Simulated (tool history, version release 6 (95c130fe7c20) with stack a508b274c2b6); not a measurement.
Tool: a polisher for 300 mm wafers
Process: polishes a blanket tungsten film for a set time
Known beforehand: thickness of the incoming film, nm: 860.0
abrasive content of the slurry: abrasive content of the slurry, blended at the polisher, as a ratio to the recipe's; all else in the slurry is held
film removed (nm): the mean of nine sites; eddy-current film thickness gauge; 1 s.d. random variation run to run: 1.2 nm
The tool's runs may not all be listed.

run	hour	flow of slurry (ml/min)	pressure of the wafer on the pad (kPa)	speed of the pad under the wafer (m/s)	abrasive content of the slurry	polishing time (s)	film removed (nm)
1	0.0	260	23.4	1.26	1.00	35	165.99
2	4.8	260	23.4	1.26	1.15	35	171.80
3	12.0	260	23.4	1.42	1.15	35	192.62
4	13.1	255	22.1	1.42	1.15	35	182.85
5	15.7	255	21.4	1.42	1.15	35	176.37
6	22.9	250	20.7	1.42	1.15	35	173.02
7	29.3	250	20.0	1.42	1.15	35	165.49

What will run 8 give?
8	34.0	245	20.0	1.42	1.15	35	?

Logged for run 8: film removed (nm) 170.19.
